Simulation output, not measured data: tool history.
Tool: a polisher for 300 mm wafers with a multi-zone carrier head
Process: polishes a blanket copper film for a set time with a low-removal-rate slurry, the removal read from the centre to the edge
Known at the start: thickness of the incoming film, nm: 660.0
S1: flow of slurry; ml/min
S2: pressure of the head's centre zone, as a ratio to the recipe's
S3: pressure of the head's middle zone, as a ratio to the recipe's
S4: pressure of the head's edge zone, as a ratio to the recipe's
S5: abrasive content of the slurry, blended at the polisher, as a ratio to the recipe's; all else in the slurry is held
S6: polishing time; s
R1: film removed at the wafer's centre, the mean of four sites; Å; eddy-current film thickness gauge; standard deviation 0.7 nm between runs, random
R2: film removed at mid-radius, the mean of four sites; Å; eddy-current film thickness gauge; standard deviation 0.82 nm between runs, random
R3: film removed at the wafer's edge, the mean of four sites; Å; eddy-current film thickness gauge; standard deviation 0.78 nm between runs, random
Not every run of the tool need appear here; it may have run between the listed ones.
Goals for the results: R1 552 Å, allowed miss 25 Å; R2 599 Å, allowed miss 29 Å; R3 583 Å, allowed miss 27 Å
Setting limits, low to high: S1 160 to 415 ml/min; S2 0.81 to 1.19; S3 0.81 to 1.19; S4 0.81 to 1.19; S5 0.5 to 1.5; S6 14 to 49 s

{"run": 1, "hour": 0.0, "S1": 265, "S2": 1, "S3": 1, "S4": 1, "S5": 1, "S6": 31, "R1": 1175.1, "R2": 1171.1, "R3": 1161.5}
{"run": 2, "hour": 3.1, "S1": 240, "S2": 1, "S3": 1, "S4": 1, "S5": 1, "S6": 31, "R1": 1152.9, "R2": 1106.3, "R3": 1132.2}
{"run": 3, "hour": 9.6, "S1": 275, "S2": 1, "S3": 1, "S4": 1, "S5": 1, "S6": 31, "R1": 1157.9, "R2": 1146.3, "R3": 1166.2}
{"run": 4, "hour": 18.4, "S1": 270, "S2": 0.99, "S3": 1, "S4": 0.99, "S5": 0.95, "S6": 29, "R1": 1065, "R2": 1070.3, "R3": 1059.7}
{"run": 5, "hour": 26.3, "S1": 270, "S2": 0.99, "S3": 1, "S4": 0.99, "S5": 0.95, "S6": 32, "R1": 1179.9, "R2": 1166.7, "R3": 1171.6}
{"run": 6, "hour": 32.1, "S1": 270, "S2": 0.99, "S3": 0.92, "S4": 0.99, "S5": 0.95, "S6": 32, "R1": 1168.6, "R2": 1115.4, "R3": 1188.3}
{"run": 7, "hour": 36.5, "S1": 265, "S2": 0.98, "S3": 0.92, "S4": 0.98, "S5": 0.9, "S6": 30, "R1": 1050.8, "R2": 1015.6, "R3": 1085.2}
{"run": 8, "hour": 37.4, "S1": 260, "S2": 0.97, "S3": 0.92, "S4": 0.96, "S5": 0.85, "S6": 28, "R1": 972, "R2": 920.83, "R3": 981.95}
{"run": 9, "hour": 39.1, "S1": 260, "S2": 0.95, "S3": 0.93, "S4": 0.95, "S5": 0.8, "S6": 27, "R1": 867.12, "R2": 888.85, "R3": 921.2}
{"run": 10, "hour": 44.8, "S1": 255, "S2": 0.95, "S3": 0.93, "S4": 0.93, "S5": 0.75, "S6": 26, "R1": 836.15, "R2": 826.51, "R3": 843.46}
{"run": 11, "hour": 51.3, "S1": 250, "S2": 0.94, "S3": 0.93, "S4": 0.92, "S5": 0.7, "S6": 25, "R1": 787.1, "R2": 784.8, "R3": 799.34}
{"run": 12, "hour": 52.3, "S1": 245, "S2": 0.93, "S3": 0.93, "S4": 0.91, "S5": 0.65, "S6": 24, "R1": 711.01, "R2": 718.65, "R3": 725.93}

Exactly one of the 5 candidate moves below puts every result within its allowed miss. Which one?
{"run": "A", "hour": 53.3, "S1": 245, "S2": 0.82, "S3": 0.99, "S4": 0.92, "S5": 0.75, "S6": 20, "R1": "?", "R2": "?", "R3": "?"}
{"run": "B", "hour": 53.3, "S1": 295, "S2": 0.95, "S3": 1.04, "S4": 1, "S5": 0.6, "S6": 19, "R1": "?", "R2": "?", "R3": "?"}
{"run": "C", "hour": 53.3, "S1": 220, "S2": 1.06, "S3": 0.81, "S4": 0.88, "S5": 0.7, "S6": 30, "R1": "?", "R2": "?", "R3": "?"}
{"run": "D", "hour": 53.3, "S1": 205, "S2": 0.83, "S3": 0.88, "S4": 0.98, "S5": 0.75, "S6": 20, "R1": "?", "R2": "?", "R3": "?"}
{"run": "E", "hour": 53.3, "S1": 205, "S2": 0.85, "S3": 0.96, "S4": 0.85, "S5": 0.65, "S6": 31, "R1": "?", "R2": "?", "R3": "?"}

move=A R1=551.14 R2=668.64 R3=660.57
move=B R1=565.4 R2=614.89 R3=603.11
move=C R1=1032.7 R2=819.72 R3=943.35
move=D R1=548.7 R2=597.3 R3=673.31
move=E R1=825.47 R2=942.72 R3=927.17
A: brings the last run's worst result on target, with another outside its allowed miss
B: all results land within tolerance of their targets
C: misses by more than the last run did
D: brings the last run's worst result on target, with another outside its allowed miss
E: misses by more than the last run did
The right move is B.
